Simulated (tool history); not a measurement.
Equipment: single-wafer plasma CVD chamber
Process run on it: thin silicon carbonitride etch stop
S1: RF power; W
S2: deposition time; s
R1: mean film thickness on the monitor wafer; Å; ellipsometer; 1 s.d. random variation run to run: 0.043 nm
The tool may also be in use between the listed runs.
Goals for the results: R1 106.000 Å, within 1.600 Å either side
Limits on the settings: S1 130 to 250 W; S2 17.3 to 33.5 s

run	hour	S1	S2	R1
1	0.0	190	25.4	144.490
2	1.9	175	23.8	132.760
3	9.9	165	22.6	124.690
4	10.8	155	21.7	118.230
5	11.9	155	18.4	99.700
6	18.7	155	21.9	119.680
7	20.2	155	21.2	114.910
8	25.4	130	19.8	102.710
9	32.5	135	19.8	103.720

Below are 4 possible settings for the next run. Only one of them brings all results inside the allowed miss of their targets. Which is it?
A	39.6	155	18.9	?
B	39.6	135	19.0	?
C	39.6	165	19.2	?
D	39.6	135	18.7	?

move	R1
A	102.600
B	99.549
C	105.940
D	97.978
A: misses by more than the last run did
B: misses by more than the last run did
C: each result inside its tolerance
D: misses by more than the last run did
Correct choice: C, which meets every target
